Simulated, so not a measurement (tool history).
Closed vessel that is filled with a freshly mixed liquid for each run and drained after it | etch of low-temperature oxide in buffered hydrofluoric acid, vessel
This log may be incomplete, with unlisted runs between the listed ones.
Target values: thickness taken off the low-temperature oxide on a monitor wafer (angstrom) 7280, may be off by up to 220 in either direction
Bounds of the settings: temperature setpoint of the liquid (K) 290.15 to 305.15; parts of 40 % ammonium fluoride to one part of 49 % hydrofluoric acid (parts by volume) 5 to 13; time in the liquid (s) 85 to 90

run  hour  temperature setpoint of the liquid (K)  parts of 40 % ammonium fluoride to one part of 49 % hydrofluoric acid (parts by volume)  time in the liquid (s)  thickness taken off the low-temperature oxide on a monitor wafer (angstrom)
  1     0                                  298.15                                                                                        8                      85                                                                       6050.7
  2   0.5                                  298.15                                                                                        8                      85                                                                       6079.7
  3   8.2                                  299.15                                                                                        8                      85                                                                       6385.3
  4  10.2                                  299.15                                                                                        6                      85                                                                       8359.8
  5  12.6                                  298.65                                                                                        6                      85                                                                       8217.1
  6  13.1                                  298.65                                                                                        5                      85                                                                       9610.3
  7  16.4                                  297.15                                                                                        5                      85                                                                         8846
  8  21.3                                  296.15                                                                                        5                      85                                                                       8350.7
  9  25.7                                  295.65                                                                                        5                      85                                                                       7986.4
 10  33.9                                  295.15                                                                                        5                      85                                                                         7724

Pick the move, out of 4, that brings all results within their allowed miss; only one does.
  A  42.1                                  295.65                                                                                      5.5                      90                                                                            ?
  B  42.1                                  295.15                                                                                      5.5                      85                                                                            ?
  C  42.1                                  297.65                                                                                      5.5                      85                                                                            ?
  D  42.1                                  296.15                                                                                      5.5                      90                                                                            ?

move  thickness taken off the low-temperature oxide on a monitor wafer (angstrom)
   A                                                                       7795.2
   B                                                                       7162.4
   C                                                                       8211.1
   D                                                                       8011.9
A: lands further from the targets than the last run did
B: hits every target within its allowed miss
C: lands further from the targets than the last run did
D: lands further from the targets than the last run did
So the answer is move B, the one that meets all the targets.

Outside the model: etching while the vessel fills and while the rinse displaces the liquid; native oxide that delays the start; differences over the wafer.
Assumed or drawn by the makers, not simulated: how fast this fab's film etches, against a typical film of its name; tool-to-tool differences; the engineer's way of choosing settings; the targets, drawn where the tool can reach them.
